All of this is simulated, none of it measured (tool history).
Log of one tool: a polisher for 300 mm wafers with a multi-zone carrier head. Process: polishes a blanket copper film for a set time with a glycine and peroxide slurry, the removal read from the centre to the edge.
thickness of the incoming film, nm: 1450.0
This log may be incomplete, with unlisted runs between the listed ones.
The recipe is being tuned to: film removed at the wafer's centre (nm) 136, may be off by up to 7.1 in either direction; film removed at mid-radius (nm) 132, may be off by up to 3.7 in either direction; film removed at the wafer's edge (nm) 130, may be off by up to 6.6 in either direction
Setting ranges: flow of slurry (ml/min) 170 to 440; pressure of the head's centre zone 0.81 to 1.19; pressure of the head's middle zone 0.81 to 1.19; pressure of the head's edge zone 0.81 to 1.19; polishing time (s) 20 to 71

run,hour,flow of slurry (ml/min),pressure of the head's centre zone,pressure of the head's middle zone,pressure of the head's edge zone,polishing time (s),film removed at the wafer's centre (nm),film removed at mid-radius (nm),film removed at the wafer's edge (nm)
1,0,280,1,1,1,45,239.27,246.06,240.9
2,3.1,240,1,1,1,45,234.42,238.99,231.85
3,6,225,0.99,0.98,0.98,40,201.07,206.17,204.46
4,13.1,225,0.94,0.98,0.98,40,197.1,208.24,204.81
5,18.6,270,0.94,0.98,0.98,40,202.86,211.09,208.18
6,21.4,270,0.94,0.98,0.98,31,156.65,164.22,158.47
7,28.2,270,0.95,0.97,0.97,30,154.64,156.98,154.61
8,36.9,265,0.94,0.92,0.87,24,120.12,120.23,118.49
9,42,270,0.95,0.93,0.89,24,123.32,121.61,121.67
10,50.2,275,0.96,0.94,0.9,24,120.74,123.38,122.09
11,52.4,275,0.99,0.94,0.91,25,130.21,127.86,126.99
12,57.6,275,1,0.94,0.91,25,134.7,128.82,124.63

Which of these 4 next moves meets every target?
A,62.8,315,1,0.86,0.87,25,?,?,?
B,62.8,230,0.97,0.92,0.84,27,?,?,?
C,62.8,240,1.06,0.99,0.84,24,?,?,?
D,62.8,235,1.01,0.9,0.89,25,?,?,?

move,film removed at the wafer's centre (nm),film removed at mid-radius (nm),film removed at the wafer's edge (nm)
A,134.66,119.61,121.77
B,137.27,132.16,126.16
C,130.81,125.51,112.46
D,131.16,120.44,120.16
A: moves away from the targets compared with the last run
B: meets every target
C: moves away from the targets compared with the last run
D: moves away from the targets compared with the last run
Correct choice: B, which meets every target

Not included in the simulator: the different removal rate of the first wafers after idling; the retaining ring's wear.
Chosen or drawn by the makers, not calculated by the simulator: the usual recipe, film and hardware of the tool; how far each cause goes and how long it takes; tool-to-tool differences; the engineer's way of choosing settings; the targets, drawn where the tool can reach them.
